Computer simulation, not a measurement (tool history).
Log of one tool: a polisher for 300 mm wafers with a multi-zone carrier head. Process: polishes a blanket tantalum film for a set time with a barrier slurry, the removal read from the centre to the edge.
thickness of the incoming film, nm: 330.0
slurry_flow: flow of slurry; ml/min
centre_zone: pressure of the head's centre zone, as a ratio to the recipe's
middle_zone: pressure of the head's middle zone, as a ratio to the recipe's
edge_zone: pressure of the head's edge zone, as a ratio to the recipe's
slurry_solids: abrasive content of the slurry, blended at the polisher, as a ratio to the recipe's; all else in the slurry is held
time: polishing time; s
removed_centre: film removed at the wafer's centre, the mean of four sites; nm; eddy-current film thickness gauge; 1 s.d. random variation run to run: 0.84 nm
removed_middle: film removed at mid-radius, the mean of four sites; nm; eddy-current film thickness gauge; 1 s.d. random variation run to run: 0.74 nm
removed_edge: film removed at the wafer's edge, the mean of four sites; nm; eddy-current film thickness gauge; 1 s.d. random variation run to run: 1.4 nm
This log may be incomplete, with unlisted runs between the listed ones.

Run 1, hour 0: slurry_flow 175 ml/min, centre_zone 1, middle_zone 1, edge_zone 1, slurry_solids 1, time 51 s. Result: removed_centre 109.73 nm, removed_middle 111.79 nm, removed_edge 113.83 nm.
Run 2, hour 5.4: slurry_flow 175 ml/min, centre_zone 1, middle_zone 1, edge_zone 1.03, slurry_solids 1, time 51 s. Result: removed_centre 110.14 nm, removed_middle 110.48 nm, removed_edge 115.63 nm.
Run 3, hour 7.3: slurry_flow 215 ml/min, centre_zone 1, middle_zone 1, edge_zone 1.03, slurry_solids 1, time 51 s. Result: removed_centre 114.69 nm, removed_middle 113.72 nm, removed_edge 117.97 nm.
Run 4, hour 13.1: slurry_flow 210 ml/min, centre_zone 1.02, middle_zone 0.97, edge_zone 1.02, slurry_solids 1, time 51 s. Result: removed_centre 114.79 nm, removed_middle 109.79 nm, removed_edge 117.63 nm.
Run 5, hour 19: slurry_flow 245 ml/min, centre_zone 1.02, middle_zone 0.97, edge_zone 1.02, slurry_solids 1, time 51 s. Result: removed_centre 116.74 nm, removed_middle 113.08 nm, removed_edge 115.53 nm.
Run 6, hour 20.3: slurry_flow 235 ml/min, centre_zone 1.04, middle_zone 0.94, edge_zone 1.01, slurry_solids 1, time 51 s. Result: removed_centre 119.88 nm, removed_middle 109.04 nm, removed_edge 119.8 nm.

For run 7, what comes out?
Run 7, hour 28.9: slurry_flow 230 ml/min, centre_zone 1.05, middle_zone 0.92, edge_zone 0.99, slurry_solids 0.95, time 51 s. Result: removed_centre ?, removed_middle ?, removed_edge ?.

Run 7 gave removed_centre 118.3 nm, removed_middle 106.27 nm, removed_edge 112.97 nm.
